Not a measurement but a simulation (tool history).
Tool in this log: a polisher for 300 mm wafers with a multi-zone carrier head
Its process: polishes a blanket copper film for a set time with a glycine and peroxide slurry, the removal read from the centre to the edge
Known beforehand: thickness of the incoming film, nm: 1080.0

run,hour,flow of slurry (ml/min),pressure of the head's centre zone,pressure of the head's middle zone,pressure of the head's edge zone,polishing time (s),film removed at the wafer's centre (nm),film removed at mid-radius (nm),film removed at the wafer's edge (nm)
1,0.0,200,1.00,1.00,1.00,49,294.59,298.05,290.81
2,6.2,190,0.98,1.00,0.98,49,285.93,295.54,288.99
3,6.9,185,0.97,1.01,0.96,49,282.45,300.60,288.17
4,12.6,220,0.97,1.01,0.96,49,290.41,307.49,288.12
5,15.8,220,0.97,1.01,0.96,38,225.51,240.10,220.65
6,21.3,220,0.97,1.03,0.99,39,229.80,245.48,231.90

Forecast run 7:
7,25.3,225,0.97,1.05,1.00,39,?,?,?

film removed at the wafer's centre (nm): 232.85
film removed at mid-radius (nm): 253.46
film removed at the wafer's edge (nm): 233.89
